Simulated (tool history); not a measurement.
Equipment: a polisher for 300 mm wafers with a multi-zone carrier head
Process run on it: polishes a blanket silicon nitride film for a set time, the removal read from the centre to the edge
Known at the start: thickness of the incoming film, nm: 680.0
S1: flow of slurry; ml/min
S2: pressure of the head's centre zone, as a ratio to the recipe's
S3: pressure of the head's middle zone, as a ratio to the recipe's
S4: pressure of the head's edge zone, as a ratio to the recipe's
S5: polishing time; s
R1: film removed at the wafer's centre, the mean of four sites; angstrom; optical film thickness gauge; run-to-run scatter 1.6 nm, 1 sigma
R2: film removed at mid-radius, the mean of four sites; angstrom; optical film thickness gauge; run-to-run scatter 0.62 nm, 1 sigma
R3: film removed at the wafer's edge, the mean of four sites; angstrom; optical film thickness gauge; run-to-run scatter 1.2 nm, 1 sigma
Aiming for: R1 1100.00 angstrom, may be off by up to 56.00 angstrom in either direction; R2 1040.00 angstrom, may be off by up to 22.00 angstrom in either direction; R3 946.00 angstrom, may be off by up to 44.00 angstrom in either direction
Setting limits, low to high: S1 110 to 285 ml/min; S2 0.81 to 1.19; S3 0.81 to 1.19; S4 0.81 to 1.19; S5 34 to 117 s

run    day   S1    S2    S3    S4  S5       R1       R2       R3
  1  0.000  180  1.00  1.00  1.00  75   957.03   948.85   960.75
  2  0.029  190  1.01  1.01  0.99  75   970.67   961.25  1016.60
  3  0.188  180  1.04  1.03  0.97  75  1000.90   971.87   982.57
  4  0.467  160  1.04  1.03  0.97  75   972.38   964.48   949.17
  5  0.700  180  1.04  1.03  0.97  75   992.89   966.74   971.34
  6  0.725  180  1.06  1.05  0.96  75  1005.20   991.65   966.79
  7  0.796  180  1.07  1.06  0.95  75  1004.30   990.16   955.23
  8  0.971  180  1.08  1.07  0.95  75  1025.50  1004.10   979.13
  9  1.212  180  1.09  1.08  0.94  75  1029.70  1012.30   927.66
 10  1.462  185  1.10  1.08  0.94  75  1053.10  1017.30   959.46
 11  1.500  185  1.11  1.08  0.93  75  1055.00  1020.40   964.12
 12  1.546  185  1.12  1.08  0.92  75  1075.90  1018.20   951.45

4 next moves are on the table. One of them brings every result within its allowed miss. Which?
  A  1.592  185  1.17  1.09  0.96  73   ?   ?   ?
  B  1.592  145  1.19  1.13  0.94  77   ?   ?   ?
  C  1.592  165  1.10  1.04  0.95  77   ?   ?   ?
  D  1.592  205  1.14  1.08  0.92  73   ?   ?   ?

move       R1       R2      R3
   A  1078.50  1006.80  932.66
   B  1101.80  1048.10  944.20
   C  1045.90  1001.20  966.46
   D  1069.00  1014.70  927.17
A: moves away from the targets compared with the last run
B: all results in spec
C: moves away from the targets compared with the last run
D: moves away from the targets compared with the last run
The move that meets every target is B.
